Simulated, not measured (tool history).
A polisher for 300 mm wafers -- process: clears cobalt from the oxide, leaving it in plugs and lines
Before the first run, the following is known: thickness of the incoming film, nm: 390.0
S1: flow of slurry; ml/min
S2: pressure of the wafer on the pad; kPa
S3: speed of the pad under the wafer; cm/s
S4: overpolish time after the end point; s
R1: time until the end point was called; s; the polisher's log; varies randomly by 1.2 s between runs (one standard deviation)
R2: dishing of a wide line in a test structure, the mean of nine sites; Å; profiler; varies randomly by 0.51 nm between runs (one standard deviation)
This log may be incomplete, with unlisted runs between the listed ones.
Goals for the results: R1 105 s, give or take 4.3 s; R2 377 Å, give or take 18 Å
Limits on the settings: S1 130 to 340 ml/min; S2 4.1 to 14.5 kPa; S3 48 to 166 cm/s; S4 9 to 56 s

run  hour   S1  S2   S3  S4      R1      R2
  1     0  220   9  106  29  109.57  464.48
  2     7  200   9  106  29  110.55  472.54
  3   8.1  205   9  106  26  108.17  449.09
  4  11.5  205   9  106  24  111.56   427.7
  5    15  165   9  106  24  111.98  424.81
  6  22.3  165   9  106  23  118.14  419.84
  7  26.6  175   9  106  22  112.72  416.85
  8  31.3  175   9  106  21  113.95  405.69
  9  33.2  175   9  106  21  113.99  412.09
 10  39.1  180   9  106  20   112.6  392.37

Exercise: of the 4 proposed moves below, exactly one satisfies all targets within the stated allowed misses. Which move is it?
  A    45  130     9  114  19   ?   ?
  B    45  240  10.3   88  19   ?   ?
  C    45  155     9  106  19   ?   ?
  D    45  160   9.7  108  17   ?   ?

move      R1      R2
   A  113.44  383.05
   B  113.92  382.64
   C  117.07  376.86
   D  106.32  373.46
A: the biggest miss grows against the last run
B: the biggest miss grows against the last run
C: the biggest miss grows against the last run
D: hits every target within its allowed miss
D meets every target.

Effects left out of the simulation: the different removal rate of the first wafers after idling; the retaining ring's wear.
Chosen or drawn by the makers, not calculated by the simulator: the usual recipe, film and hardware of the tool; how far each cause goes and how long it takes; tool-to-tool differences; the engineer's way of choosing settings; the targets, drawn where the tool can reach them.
